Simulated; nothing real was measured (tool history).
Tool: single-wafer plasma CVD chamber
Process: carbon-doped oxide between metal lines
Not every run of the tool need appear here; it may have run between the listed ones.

run  hour  heater temperature setpoint (deg C)  chamber pressure (Torr)  RF power (W)  deposition time (s)  mean film thickness on the monitor wafer (nm)
  1     0                                  335                     4.48           465                 32.3                                          170.2
  2   2.9                                  329                     4.98           480                 32.3                                         182.64
  3   8.5                                  337                     4.98           480                 32.3                                         176.48
  4  16.6                                  330                     5.25           480                 32.3                                         182.83
  5  20.8                                  321                     5.25           480                 32.3                                         190.06
     27.7  -- capacitance manometer re-zeroed and calibrated
  6  27.7                                  321                     5.25           435                 32.3                                         170.98
  7  35.3                                  318                     5.49           450                 32.3                                         180.62
  8  41.5                                  316                     5.67           460                 32.3                                         187.44
  9  46.1                                  315                     5.83           465                 32.3                                         190.96

Run 10, settings as shown, results not yet in. Your forecast:
 10  51.5                                  315                     5.83           465                 32.3                                              ?

mean film thickness on the monitor wafer (nm): 190.47
